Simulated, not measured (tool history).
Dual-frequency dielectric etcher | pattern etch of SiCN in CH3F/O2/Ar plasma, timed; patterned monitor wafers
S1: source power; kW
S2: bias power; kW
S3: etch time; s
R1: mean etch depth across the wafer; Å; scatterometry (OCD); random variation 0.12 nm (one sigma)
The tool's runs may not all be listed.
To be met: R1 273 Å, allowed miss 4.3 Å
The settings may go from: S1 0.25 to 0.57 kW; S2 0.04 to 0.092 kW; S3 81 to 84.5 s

run 1 hour=0 | S1=0.41 S2=0.066 S3=81 | R1=298.25
run 2 hour=3.4 | S1=0.47 S2=0.066 S3=81 | R1=317.56
run 3 hour=4.7 | S1=0.47 S2=0.066 S3=84.5 | R1=334.03
run 4 hour=11.4 | S1=0.47 S2=0.077 S3=84.5 | R1=360.31
run 5 hour=18.8 | S1=0.44 S2=0.077 S3=84.5 | R1=351.53
-- hour=26.4 wet clean of the chamber
run 6 hour=26.4 | S1=0.44 S2=0.066 S3=84.5 | R1=334.67
run 7 hour=32.9 | S1=0.4 S2=0.062 S3=84.5 | R1=306.4
run 8 hour=36.6 | S1=0.37 S2=0.062 S3=84.5 | R1=298.7
run 9 hour=41.6 | S1=0.35 S2=0.062 S3=84.5 | R1=291.1
run 10 hour=49.6 | S1=0.29 S2=0.061 S3=84.5 | R1=265.77

5 next moves are on the table. One of them brings every result within its allowed miss. Which?
run A hour=57.6 | S1=0.25 S2=0.066 S3=82 | R1=?
run B hour=57.6 | S1=0.3 S2=0.06 S3=82.5 | R1=?
run C hour=57.6 | S1=0.33 S2=0.057 S3=81 | R1=?
run D hour=57.6 | S1=0.35 S2=0.059 S3=82 | R1=?
run E hour=57.6 | S1=0.28 S2=0.062 S3=83.5 | R1=?

move=A R1=249.77
move=B R1=258.98
move=C R1=257.85
move=D R1=273.35
move=E R1=258.74
A: further off than the last run
B: further off than the last run
C: further off than the last run
D: meets every target
E: further off than the last run
Answer: D
